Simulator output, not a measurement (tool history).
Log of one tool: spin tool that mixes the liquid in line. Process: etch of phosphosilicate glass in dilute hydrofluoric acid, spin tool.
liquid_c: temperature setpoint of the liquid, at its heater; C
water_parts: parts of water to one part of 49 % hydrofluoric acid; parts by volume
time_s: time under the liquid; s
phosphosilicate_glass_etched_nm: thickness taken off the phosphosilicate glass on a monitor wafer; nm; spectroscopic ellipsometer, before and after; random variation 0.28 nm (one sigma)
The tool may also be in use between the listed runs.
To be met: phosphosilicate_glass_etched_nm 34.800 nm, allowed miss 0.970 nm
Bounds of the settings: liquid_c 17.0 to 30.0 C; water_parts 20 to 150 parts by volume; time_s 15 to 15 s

run    day  liquid_c  water_parts  time_s  phosphosilicate_glass_etched_nm
  1  0.000      22.0           85      15                           20.110
  2  0.108      22.0           85      15                           19.900
  3  0.162      22.0          110      15                           14.931
  4  0.346      23.0          105      15                           16.559
  5  0.412      23.5          100      15                           17.857
  6  0.583      20.0          100      15                           15.397
  7  0.758      21.0           95      15                           16.980
  8  1.112      22.0           90      15                           18.775

Which of these 4 next moves meets every target?
  A  1.467      22.0           40      15                                ?
  B  1.467      19.0           45      15                                ?
  C  1.467      23.0           50      15                                ?
  D  1.467      25.0           50      15                                ?

move  phosphosilicate_glass_etched_nm
   A                           44.879
   B                           34.899
   C                           36.958
   D                           40.129
A: takes the result that was furthest off past its target
B: meets every target
C: takes the result that was furthest off past its target
D: takes the result that was furthest off past its target
The right move is B.
